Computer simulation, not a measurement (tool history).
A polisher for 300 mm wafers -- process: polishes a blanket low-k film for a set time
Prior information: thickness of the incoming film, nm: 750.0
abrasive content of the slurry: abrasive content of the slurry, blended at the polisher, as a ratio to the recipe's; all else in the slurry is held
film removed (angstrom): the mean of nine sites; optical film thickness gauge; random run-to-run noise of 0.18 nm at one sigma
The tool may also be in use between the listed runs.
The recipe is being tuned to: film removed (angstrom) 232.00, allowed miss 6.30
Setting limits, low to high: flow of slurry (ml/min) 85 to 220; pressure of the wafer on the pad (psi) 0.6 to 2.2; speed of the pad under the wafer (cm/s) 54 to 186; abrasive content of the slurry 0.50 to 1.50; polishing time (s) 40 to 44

run    day  flow of slurry (ml/min)  pressure of the wafer on the pad (psi)  speed of the pad under the wafer (cm/s)  abrasive content of the slurry  polishing time (s)  film removed (angstrom)
  1  0.000                      140                                     1.4                                      118                            1.00                  44                   120.30
  2  0.217                      140                                     1.4                                       98                            1.00                  44                   102.99
  3  0.458                      140                                     1.4                                       98                            1.20                  44                   111.54
  4  0.754                      145                                     1.5                                      100                            1.20                  44                   122.93
  5  0.917                      175                                     1.5                                      100                            1.20                  44                   128.58
  6  1.133                      180                                     1.6                                      100                            1.20                  44                   137.07
  7  1.275                      185                                     1.7                                      102                            1.20                  44                   147.75
  8  1.483                      195                                     2.1                                      122                            1.20                  44                   211.91

Exercise: of the 4 proposed moves below, exactly one satisfies all targets within the stated allowed misses. Which move is it?
  A  1.692                      205                                     2.1                                      126                            1.20                  40                        ?
  B  1.692                      190                                     2.0                                      154                            1.15                  43                        ?
  C  1.692                      160                                     2.2                                      124                            0.90                  42                        ?
  D  1.692                      180                                     2.2                                      114                            1.00                  43                        ?

move  film removed (angstrom)
   A                   199.87
   B                   232.69
   C                   178.16
   D                   185.16
A: further off than the last run
B: every result within its allowed miss
C: further off than the last run
D: further off than the last run
So the answer is move B, the one that meets all the targets.

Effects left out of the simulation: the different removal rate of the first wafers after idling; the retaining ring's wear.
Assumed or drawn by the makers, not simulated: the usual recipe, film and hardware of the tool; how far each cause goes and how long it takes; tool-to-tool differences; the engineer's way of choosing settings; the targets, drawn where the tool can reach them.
